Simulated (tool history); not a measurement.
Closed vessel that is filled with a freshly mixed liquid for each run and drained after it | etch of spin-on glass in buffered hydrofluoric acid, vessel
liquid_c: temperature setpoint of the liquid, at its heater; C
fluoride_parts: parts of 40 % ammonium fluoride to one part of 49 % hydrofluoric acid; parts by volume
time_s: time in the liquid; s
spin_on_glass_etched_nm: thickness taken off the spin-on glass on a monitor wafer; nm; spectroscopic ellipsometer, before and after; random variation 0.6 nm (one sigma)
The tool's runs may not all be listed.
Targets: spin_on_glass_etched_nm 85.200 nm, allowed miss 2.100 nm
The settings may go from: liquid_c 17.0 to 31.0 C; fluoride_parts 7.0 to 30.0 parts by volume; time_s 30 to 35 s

run,hour,liquid_c,fluoride_parts,time_s,spin_on_glass_etched_nm
1,0.0,23.0,19.0,35,72.614
2,5.3,23.0,15.5,35,88.507
3,12.5,23.0,15.5,30,76.998
4,19.2,20.0,15.5,30,64.148
5,21.1,21.0,15.5,30,67.815
6,23.8,21.5,15.5,30,69.062
7,29.1,22.0,15.5,30,72.402
8,30.6,22.5,15.5,30,74.012

4 next moves are on the table. One of them brings every result within its allowed miss. Which?
A,32.1,25.0,19.5,30,?
B,32.1,20.5,15.5,30,?
C,32.1,23.0,17.5,35,?
D,32.1,18.0,12.0,35,?

move,spin_on_glass_etched_nm
A,67.255
B,65.803
C,78.251
D,85.732
A: further off than the last run
B: further off than the last run
C: nearer than the last run, and not there yet
D: meets every target
Answer: D

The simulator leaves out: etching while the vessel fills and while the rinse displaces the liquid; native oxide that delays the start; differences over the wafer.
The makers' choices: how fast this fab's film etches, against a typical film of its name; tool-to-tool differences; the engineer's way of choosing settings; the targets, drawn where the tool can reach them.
